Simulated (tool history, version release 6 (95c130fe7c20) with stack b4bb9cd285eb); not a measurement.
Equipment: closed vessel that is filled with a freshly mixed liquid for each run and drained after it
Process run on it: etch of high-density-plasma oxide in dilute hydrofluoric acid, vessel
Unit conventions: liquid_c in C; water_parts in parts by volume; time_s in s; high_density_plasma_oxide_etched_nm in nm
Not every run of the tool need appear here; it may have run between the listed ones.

run	day	liquid_c	water_parts	time_s	high_density_plasma_oxide_etched_nm
1	0.000	23.0	70	85	8.7970
2	0.192	23.0	70	65	6.7261
3	0.333	25.5	55	65	9.6481
4	0.408	25.5	55	85	12.6530
5	0.662	25.5	45	85	15.4870
# day 0.871: thermometer replaced
6	0.871	27.0	45	85	15.4580
7	1.158	28.0	45	85	16.1430

Run 8 has not been measured yet. What should we expect?
8	1.371	29.0	45	85	?

Run 8 measured high_density_plasma_oxide_etched_nm 16.8410 nm.

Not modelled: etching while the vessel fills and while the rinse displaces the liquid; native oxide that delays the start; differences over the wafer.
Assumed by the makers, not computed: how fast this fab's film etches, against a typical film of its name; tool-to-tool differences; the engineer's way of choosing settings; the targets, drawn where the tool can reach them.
